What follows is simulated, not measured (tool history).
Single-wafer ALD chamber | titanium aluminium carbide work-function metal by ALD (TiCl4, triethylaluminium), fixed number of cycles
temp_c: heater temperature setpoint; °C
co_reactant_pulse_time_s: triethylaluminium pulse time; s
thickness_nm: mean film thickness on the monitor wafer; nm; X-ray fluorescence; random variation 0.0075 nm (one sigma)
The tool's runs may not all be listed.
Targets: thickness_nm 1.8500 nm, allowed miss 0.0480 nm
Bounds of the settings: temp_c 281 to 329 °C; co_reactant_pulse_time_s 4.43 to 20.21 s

run 1 hour=0.0 | temp_c=305 co_reactant_pulse_time_s=12.32 | thickness_nm=2.1806
run 2 hour=4.2 | temp_c=305 co_reactant_pulse_time_s=11.04 | thickness_nm=2.1746
run 3 hour=12.1 | temp_c=305 co_reactant_pulse_time_s=9.84 | thickness_nm=2.1575
run 4 hour=16.5 | temp_c=316 co_reactant_pulse_time_s=9.84 | thickness_nm=2.2318
run 5 hour=18.0 | temp_c=311 co_reactant_pulse_time_s=9.12 | thickness_nm=2.1707
run 6 hour=25.6 | temp_c=307 co_reactant_pulse_time_s=8.50 | thickness_nm=2.0995
run 7 hour=30.7 | temp_c=305 co_reactant_pulse_time_s=8.04 | thickness_nm=2.0748
run 8 hour=35.6 | temp_c=303 co_reactant_pulse_time_s=7.61 | thickness_nm=2.0242
run 9 hour=39.6 | temp_c=301 co_reactant_pulse_time_s=7.38 | thickness_nm=1.9953
run 10 hour=46.7 | temp_c=300 co_reactant_pulse_time_s=7.20 | thickness_nm=1.9769
run 11 hour=49.4 | temp_c=299 co_reactant_pulse_time_s=7.05 | thickness_nm=1.9632

Which of these 5 next moves meets every target?
run A hour=52.1 | temp_c=292 co_reactant_pulse_time_s=6.60 | thickness_nm=?
run B hour=52.1 | temp_c=310 co_reactant_pulse_time_s=9.51 | thickness_nm=?
run C hour=52.1 | temp_c=292 co_reactant_pulse_time_s=7.60 | thickness_nm=?
run D hour=52.1 | temp_c=310 co_reactant_pulse_time_s=9.32 | thickness_nm=?
run E hour=52.1 | temp_c=283 co_reactant_pulse_time_s=10.51 | thickness_nm=?

move=A thickness_nm=1.8662
move=B thickness_nm=2.1625
move=C thickness_nm=1.9375
move=D thickness_nm=2.1562
move=E thickness_nm=1.9727
A: meets every target
B: further off than the last run
C: nearer than the last run, and not there yet
D: further off than the last run
E: further off than the last run
Move A is the one to make.
